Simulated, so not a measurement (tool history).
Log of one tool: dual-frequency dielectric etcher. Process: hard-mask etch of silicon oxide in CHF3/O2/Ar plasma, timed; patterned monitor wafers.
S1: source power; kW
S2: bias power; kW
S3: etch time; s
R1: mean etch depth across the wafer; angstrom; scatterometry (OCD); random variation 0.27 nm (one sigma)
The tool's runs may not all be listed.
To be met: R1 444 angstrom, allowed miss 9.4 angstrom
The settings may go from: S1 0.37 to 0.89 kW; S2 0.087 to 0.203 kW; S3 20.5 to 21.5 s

{"run": 1, "hour": 0.0, "S1": 0.63, "S2": 0.145, "S3": 20.5, "R1": 384.2}
{"run": 2, "hour": 2.0, "S1": 0.67, "S2": 0.147, "S3": 20.5, "R1": 394.95}
{"run": 3, "hour": 2.6, "S1": 0.67, "S2": 0.13, "S3": 20.5, "R1": 387.46}
{"run": 4, "hour": 11.3, "S1": 0.67, "S2": 0.11, "S3": 20.5, "R1": 372.63}
{"run": 5, "hour": 15.7, "S1": 0.7, "S2": 0.114, "S3": 20.5, "R1": 385.65}
{"run": 6, "hour": 20.6, "S1": 0.73, "S2": 0.116, "S3": 20.5, "R1": 394.77}
{"run": 7, "hour": 26.3, "S1": 0.76, "S2": 0.117, "S3": 20.5, "R1": 399.88}
{"run": 8, "hour": 30.0, "S1": 0.78, "S2": 0.12, "S3": 20.5, "R1": 410.06}
{"run": 9, "hour": 37.4, "S1": 0.8, "S2": 0.121, "S3": 20.5, "R1": 411.24}
{"run": 10, "hour": 44.0, "S1": 0.81, "S2": 0.124, "S3": 20.5, "R1": 419.5}
{"run": 11, "hour": 47.9, "S1": 0.82, "S2": 0.125, "S3": 20.5, "R1": 419.02}
{"run": 12, "hour": 49.6, "S1": 0.83, "S2": 0.127, "S3": 20.5, "R1": 424.61}
{"run": 13, "hour": 53.5, "S1": 0.84, "S2": 0.128, "S3": 20.5, "R1": 426.11}

Which of these 4 next moves meets every target?
{"run": "A", "hour": 57.4, "S1": 0.77, "S2": 0.111, "S3": 20.5, "R1": "?"}
{"run": "B", "hour": 57.4, "S1": 0.82, "S2": 0.127, "S3": 20.5, "R1": "?"}
{"run": "C", "hour": 57.4, "S1": 0.82, "S2": 0.102, "S3": 20.5, "R1": "?"}
{"run": "D", "hour": 57.4, "S1": 0.86, "S2": 0.127, "S3": 21, "R1": "?"}

move=A R1=400.11
move=B R1=425.13
move=C R1=404.54
move=D R1=445.22
A: further off than the last run
B: further off than the last run
C: further off than the last run
D: meets every target
Answer: D
